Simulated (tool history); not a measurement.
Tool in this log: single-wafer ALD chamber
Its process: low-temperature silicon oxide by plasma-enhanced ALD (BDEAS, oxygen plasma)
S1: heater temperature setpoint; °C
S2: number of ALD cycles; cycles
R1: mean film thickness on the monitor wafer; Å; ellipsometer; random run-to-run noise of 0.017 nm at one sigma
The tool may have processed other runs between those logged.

run 1 hour=0 | S1=115 S2=44 | R1=57.581
run 2 hour=8.2 | S1=117 S2=41 | R1=53.762
run 3 hour=11.1 | S1=118 S2=39 | R1=50.868
run 4 hour=14 | S1=118 S2=34 | R1=44.621
run 5 hour=18.6 | S1=118 S2=37 | R1=48.339
run 6 hour=25.3 | S1=118 S2=36 | R1=46.795
run 7 hour=31.1 | S1=118 S2=35 | R1=45.441

Estimate the outcome of run 8 from the log above:
run 8 hour=38.7 | S1=118 S2=34 | R1=?

R1: 43.996 Å
